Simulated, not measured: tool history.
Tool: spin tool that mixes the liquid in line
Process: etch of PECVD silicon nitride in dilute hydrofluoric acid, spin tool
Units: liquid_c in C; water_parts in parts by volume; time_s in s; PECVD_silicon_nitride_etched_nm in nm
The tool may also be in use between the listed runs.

run	hour	liquid_c	water_parts	time_s	PECVD_silicon_nitride_etched_nm
1	0	22	205	280	2.9544
2	7.7	22	205	300	3.1841
3	11.7	22	230	300	2.794
4	17	23	230	300	3.0151
5	18	23	230	300	3.0167
6	26.8	23	270	300	2.65

Run 7 comes next. What will it give?
7	34.8	24	270	300	?

Run 7 gave PECVD_silicon_nitride_etched_nm 2.7399 nm.

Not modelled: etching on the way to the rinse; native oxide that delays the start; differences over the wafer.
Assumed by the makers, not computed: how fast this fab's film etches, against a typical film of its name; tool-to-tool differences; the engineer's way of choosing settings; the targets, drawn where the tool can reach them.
